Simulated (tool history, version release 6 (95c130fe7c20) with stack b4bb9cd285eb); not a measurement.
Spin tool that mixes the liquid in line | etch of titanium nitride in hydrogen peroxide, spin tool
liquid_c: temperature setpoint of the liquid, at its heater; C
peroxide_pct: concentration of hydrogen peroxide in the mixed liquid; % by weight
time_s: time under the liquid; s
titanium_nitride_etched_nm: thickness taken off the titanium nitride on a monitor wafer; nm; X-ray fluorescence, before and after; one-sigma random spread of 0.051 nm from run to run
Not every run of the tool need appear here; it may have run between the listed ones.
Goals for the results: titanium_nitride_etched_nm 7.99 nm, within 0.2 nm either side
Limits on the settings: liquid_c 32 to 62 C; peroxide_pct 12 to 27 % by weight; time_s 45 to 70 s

run 1 hour=0 | liquid_c=46 peroxide_pct=18 time_s=70 | titanium_nitride_etched_nm=3.1115
run 2 hour=3.3 | liquid_c=42 peroxide_pct=18 time_s=70 | titanium_nitride_etched_nm=2.2797
run 3 hour=10.1 | liquid_c=44 peroxide_pct=18 time_s=70 | titanium_nitride_etched_nm=2.6603
run 4 hour=12.3 | liquid_c=45.5 peroxide_pct=18 time_s=70 | titanium_nitride_etched_nm=3.0181
run 5 hour=20.8 | liquid_c=45.5 peroxide_pct=20.5 time_s=70 | titanium_nitride_etched_nm=3.0739
run 6 hour=21.5 | liquid_c=47 peroxide_pct=20.5 time_s=70 | titanium_nitride_etched_nm=3.46
run 7 hour=26.4 | liquid_c=48.5 peroxide_pct=20.5 time_s=70 | titanium_nitride_etched_nm=3.8416
run 8 hour=34.6 | liquid_c=49.5 peroxide_pct=20.5 time_s=70 | titanium_nitride_etched_nm=4.1669
-- hour=41.2 heated supply line repaired
run 9 hour=41.2 | liquid_c=57.5 peroxide_pct=20.5 time_s=70 | titanium_nitride_etched_nm=9.6908
run 10 hour=45.6 | liquid_c=56.5 peroxide_pct=20.5 time_s=70 | titanium_nitride_etched_nm=8.9722

4 candidate next runs follow, results not yet known. Just one meets every target within its allowed miss. Identify it.
run A hour=50 | liquid_c=61.5 peroxide_pct=19.5 time_s=55 | titanium_nitride_etched_nm=?
run B hour=50 | liquid_c=54 peroxide_pct=22.5 time_s=65 | titanium_nitride_etched_nm=?
run C hour=50 | liquid_c=54.5 peroxide_pct=22.5 time_s=70 | titanium_nitride_etched_nm=?
run D hour=50 | liquid_c=57 peroxide_pct=19.5 time_s=70 | titanium_nitride_etched_nm=?

move=A titanium_nitride_etched_nm=9.8154
move=B titanium_nitride_etched_nm=7.1353
move=C titanium_nitride_etched_nm=7.9593
move=D titanium_nitride_etched_nm=9.188
A: moves away from the targets compared with the last run
B: moves the result that the last run missed by most past its target, out the other side
C: in spec on every target
D: moves away from the targets compared with the last run
Go with C: it meets all targets.
